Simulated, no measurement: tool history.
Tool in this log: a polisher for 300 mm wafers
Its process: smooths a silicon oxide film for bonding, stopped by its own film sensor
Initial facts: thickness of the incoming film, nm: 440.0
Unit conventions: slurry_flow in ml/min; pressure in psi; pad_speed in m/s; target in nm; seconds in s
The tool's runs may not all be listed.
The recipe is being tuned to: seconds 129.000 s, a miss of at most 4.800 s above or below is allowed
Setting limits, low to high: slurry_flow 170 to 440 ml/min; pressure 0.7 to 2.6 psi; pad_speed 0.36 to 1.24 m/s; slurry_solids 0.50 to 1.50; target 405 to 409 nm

run	hour	slurry_flow	pressure	pad_speed	slurry_solids	target	seconds
1	0.0	280	1.6	0.80	1.00	405	54.167
2	4.5	280	1.6	0.94	1.00	405	49.552
3	10.2	280	1.6	0.94	1.00	405	51.094
4	14.8	280	1.4	0.86	0.95	405	61.744
5	18.1	280	1.3	0.80	0.95	405	68.349
6	20.2	345	1.3	0.80	0.95	405	68.163
7	26.5	345	1.2	0.74	0.95	405	76.456
8	34.6	345	1.1	0.70	0.95	405	86.556
9	39.9	345	1.0	0.68	0.95	405	94.238
10	48.6	345	0.9	0.66	0.95	405	106.450
11	55.0	340	0.9	0.66	0.95	405	104.600
12	63.0	340	0.7	0.56	0.95	405	146.340
13	64.8	350	0.7	0.56	0.95	405	144.550
14	69.2	355	0.7	0.56	0.95	405	145.480
15	70.2	355	0.7	0.56	0.95	405	143.840
16	78.3	360	0.7	0.56	0.95	405	146.490
17	86.8	360	0.9	0.56	0.95	405	116.100

Which one of the following 5 next-run settings gets every result inside its allowed miss? There is exactly one.
A	95.3	280	0.9	0.40	1.25	409	?
B	95.3	270	1.0	0.48	1.10	405	?
C	95.3	355	0.8	0.54	0.90	406	?
D	95.3	365	1.1	0.56	1.00	405	?
E	95.3	355	0.9	0.54	0.95	405	?

move	seconds
A	111.760
B	109.400
C	129.570
D	93.403
E	117.290
A: moves away from the targets compared with the last run
B: moves away from the targets compared with the last run
C: meets every target
D: moves away from the targets compared with the last run
E: nearer the targets than the last run, but a result is still out of spec
Correct choice: C, which meets every target

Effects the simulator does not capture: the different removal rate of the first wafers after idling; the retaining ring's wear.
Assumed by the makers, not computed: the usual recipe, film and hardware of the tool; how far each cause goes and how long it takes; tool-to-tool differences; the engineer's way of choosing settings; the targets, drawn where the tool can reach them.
